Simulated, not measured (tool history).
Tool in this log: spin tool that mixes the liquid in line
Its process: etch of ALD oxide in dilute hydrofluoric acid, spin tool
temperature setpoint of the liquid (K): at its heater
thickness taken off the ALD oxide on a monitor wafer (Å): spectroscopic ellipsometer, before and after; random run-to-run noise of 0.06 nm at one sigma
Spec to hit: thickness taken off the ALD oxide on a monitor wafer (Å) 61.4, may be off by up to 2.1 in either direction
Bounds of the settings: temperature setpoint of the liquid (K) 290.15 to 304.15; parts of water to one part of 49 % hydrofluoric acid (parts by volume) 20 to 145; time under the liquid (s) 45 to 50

run    day  temperature setpoint of the liquid (K)  parts of water to one part of 49 % hydrofluoric acid (parts by volume)  time under the liquid (s)  thickness taken off the ALD oxide on a monitor wafer (Å)
  1      0                                  296.15                                                                      80                         45                                                     103.2
  2  0.188                                  294.15                                                                      90                         45                                                    84.202
  3    0.3                                  292.65                                                                      90                         45                                                    78.667
  4  0.429                                  294.15                                                                      90                         45                                                    84.192
     0.517  -- hydrofluoric acid flow meter replaced
  5  0.517                                  294.15                                                                      90                         50                                                    85.891
  6  0.642                                  293.15                                                                      95                         50                                                    77.391
  7  0.775                                  292.15                                                                      95                         50                                                    74.098
  8   1.05                                  291.65                                                                      95                         50                                                    73.302

Which one of the following 4 next-run settings gets every result inside its allowed miss? There is exactly one.
  A  1.325                                  290.15                                                                     100                         50                                                         ?
  B  1.325                                  290.65                                                                     100                         50                                                         ?
  C  1.325                                  293.15                                                                     100                         45                                                         ?
  D  1.325                                  290.15                                                                      95                         45                                                         ?

move  thickness taken off the ALD oxide on a monitor wafer (Å)
   A                                                    64.802
   B                                                    66.181
   C                                                     66.08
   D                                                    61.713
A: moves toward the targets from the last run without getting all of them in spec
B: moves toward the targets from the last run without getting all of them in spec
C: moves toward the targets from the last run without getting all of them in spec
D: all results in spec
Correct choice: D, which meets every target
